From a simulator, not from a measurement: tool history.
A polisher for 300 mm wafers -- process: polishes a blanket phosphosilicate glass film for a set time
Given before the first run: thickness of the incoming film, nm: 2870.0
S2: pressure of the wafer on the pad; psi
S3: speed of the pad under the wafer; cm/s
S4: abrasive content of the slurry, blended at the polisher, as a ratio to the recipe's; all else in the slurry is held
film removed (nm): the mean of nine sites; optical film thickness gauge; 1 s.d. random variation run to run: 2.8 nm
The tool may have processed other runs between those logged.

run 1 hour=0.0 | flow_of_slurry_(ml/min)=305 S2=4.2 S3=82 S4=1.0 polishing_time_(s)=83 | film_removed_(nm)=858.29
run 2 hour=4.8 | flow_of_slurry_(ml/min)=305 S2=3.8 S3=76 S4=1.0 polishing_time_(s)=83 | film_removed_(nm)=740.57
run 3 hour=7.6 | flow_of_slurry_(ml/min)=305 S2=3.0 S3=76 S4=1.0 polishing_time_(s)=83 | film_removed_(nm)=598.90
run 4 hour=15.9 | flow_of_slurry_(ml/min)=305 S2=2.8 S3=72 S4=1.0 polishing_time_(s)=83 | film_removed_(nm)=536.29
run 5 hour=16.6 | flow_of_slurry_(ml/min)=305 S2=2.8 S3=72 S4=1.0 polishing_time_(s)=83 | film_removed_(nm)=531.90
run 6 hour=20.2 | flow_of_slurry_(ml/min)=305 S2=2.7 S3=70 S4=1.0 polishing_time_(s)=83 | film_removed_(nm)=505.92
run 7 hour=23.1 | flow_of_slurry_(ml/min)=305 S2=2.6 S3=68 S4=1.0 polishing_time_(s)=83 | film_removed_(nm)=485.28

Run 8 has not been measured yet. What should we expect?
run 8 hour=27.0 | flow_of_slurry_(ml/min)=305 S2=2.5 S3=66 S4=1.0 polishing_time_(s)=83 | film_removed_(nm)=?

film removed (nm): 453.39

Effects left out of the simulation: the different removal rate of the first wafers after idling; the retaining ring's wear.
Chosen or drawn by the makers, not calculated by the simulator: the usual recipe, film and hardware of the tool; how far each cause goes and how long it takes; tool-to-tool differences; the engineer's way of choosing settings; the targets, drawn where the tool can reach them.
